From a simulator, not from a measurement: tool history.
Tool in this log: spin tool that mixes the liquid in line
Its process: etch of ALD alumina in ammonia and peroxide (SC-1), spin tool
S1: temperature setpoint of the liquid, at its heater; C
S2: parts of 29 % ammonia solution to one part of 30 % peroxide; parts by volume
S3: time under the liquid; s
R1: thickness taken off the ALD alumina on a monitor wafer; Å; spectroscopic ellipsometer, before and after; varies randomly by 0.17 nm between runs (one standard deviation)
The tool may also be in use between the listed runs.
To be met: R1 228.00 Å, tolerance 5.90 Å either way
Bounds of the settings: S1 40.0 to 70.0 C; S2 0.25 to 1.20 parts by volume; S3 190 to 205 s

run	hour	S1	S2	S3	R1
1	0.0	56.0	0.95	190	152.15
2	8.2	60.0	0.95	190	186.94
3	13.3	54.0	0.95	190	137.52
4	18.6	59.5	0.95	190	184.60
5	22.3	60.0	0.95	190	187.22
6	23.2	60.5	0.95	190	192.45
7	26.2	61.0	0.95	190	198.38
8	32.6	61.5	0.95	190	204.59
9	39.6	62.0	0.95	190	209.57
10	47.0	62.5	0.95	190	217.10
11	51.1	63.0	0.95	190	217.58

Below are 4 possible settings for the next run. Only one of them brings all results inside the allowed miss of their targets. Which is it?
A	55.2	61.5	0.85	190	?
B	55.2	61.5	1.00	195	?
C	55.2	63.5	0.95	195	?
D	55.2	63.0	1.05	205	?

move	R1
A	199.58
B	208.00
C	228.96
D	236.96
A: its largest miss is bigger than the last run's
B: its largest miss is bigger than the last run's
C: every result lands within tolerance
D: takes the biggest miss from the last run beyond its target
The move that meets every target is C.

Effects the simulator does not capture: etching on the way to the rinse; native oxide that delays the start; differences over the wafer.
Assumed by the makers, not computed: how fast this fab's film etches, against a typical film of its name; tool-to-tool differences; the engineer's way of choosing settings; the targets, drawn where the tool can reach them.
